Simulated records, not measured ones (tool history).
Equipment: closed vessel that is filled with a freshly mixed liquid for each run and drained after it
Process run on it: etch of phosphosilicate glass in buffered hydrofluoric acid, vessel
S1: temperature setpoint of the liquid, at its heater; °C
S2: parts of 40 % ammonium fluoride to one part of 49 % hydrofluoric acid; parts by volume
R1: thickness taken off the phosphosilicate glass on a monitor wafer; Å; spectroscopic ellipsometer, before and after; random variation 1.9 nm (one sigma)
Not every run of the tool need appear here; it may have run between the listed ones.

run 1 hour=0 | S1=25 S2=9.5 time_in_the_liquid_(s)=100 | R1=7050.5
run 2 hour=6 | S1=27.5 S2=9.5 time_in_the_liquid_(s)=100 | R1=7965.1
run 3 hour=10 | S1=25.5 S2=10 time_in_the_liquid_(s)=100 | R1=7001.8
run 4 hour=13.5 | S1=24 S2=10.5 time_in_the_liquid_(s)=100 | R1=6072.5
run 5 hour=14.5 | S1=24 S2=12 time_in_the_liquid_(s)=100 | R1=5345.2
run 6 hour=19.9 | S1=24 S2=12 time_in_the_liquid_(s)=100 | R1=5382.2
run 7 hour=27.4 | S1=23 S2=12 time_in_the_liquid_(s)=100 | R1=5067.7

Run 8 has not been measured yet. What should we expect?
run 8 hour=29.8 | S1=19 S2=12 time_in_the_liquid_(s)=100 | R1=?

Run 8 measured R1 4087 Å.

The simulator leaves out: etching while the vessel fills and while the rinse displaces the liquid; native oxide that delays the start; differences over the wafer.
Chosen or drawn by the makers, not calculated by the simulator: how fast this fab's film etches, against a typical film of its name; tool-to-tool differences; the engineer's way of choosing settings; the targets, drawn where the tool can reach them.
